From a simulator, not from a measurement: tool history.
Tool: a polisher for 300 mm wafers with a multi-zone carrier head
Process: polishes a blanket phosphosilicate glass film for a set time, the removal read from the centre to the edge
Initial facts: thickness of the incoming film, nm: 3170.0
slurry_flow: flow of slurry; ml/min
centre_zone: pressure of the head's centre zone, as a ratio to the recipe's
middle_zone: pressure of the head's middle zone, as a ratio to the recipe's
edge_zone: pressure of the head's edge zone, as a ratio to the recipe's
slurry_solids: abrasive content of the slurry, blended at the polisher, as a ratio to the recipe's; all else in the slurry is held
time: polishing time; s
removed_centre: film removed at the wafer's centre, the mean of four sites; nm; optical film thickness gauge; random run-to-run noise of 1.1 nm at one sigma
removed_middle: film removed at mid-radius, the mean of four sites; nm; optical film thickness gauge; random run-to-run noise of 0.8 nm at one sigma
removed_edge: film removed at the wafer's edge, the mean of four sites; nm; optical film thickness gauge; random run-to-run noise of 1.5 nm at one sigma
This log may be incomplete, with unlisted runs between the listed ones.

run,day,slurry_flow,centre_zone,middle_zone,edge_zone,slurry_solids,time,removed_centre,removed_middle,removed_edge
1,0,310,1,1,1,1,47,272.01,270.78,269.66
2,0.246,300,1,0.94,0.96,0.85,41,222.33,210.04,217.45
3,0.346,290,1,0.9,0.92,0.75,37,186.01,169.64,178.28
4,0.467,290,1,0.9,0.92,0.95,37,208.87,189.81,202.57
5,0.517,330,1,0.9,0.92,0.95,37,211.5,192.86,197.85
6,0.892,315,1,0.87,0.9,0.8,36,189.93,167.32,178.71
7,0.933,310,0.99,0.85,0.88,0.7,36,173.97,151.71,163.89

Forecast run 8:
8,1.038,305,0.98,0.84,0.86,0.65,36,?,?,?

removed_centre: 165.47 nm
removed_middle: 144.87 nm
removed_edge: 152.42 nm
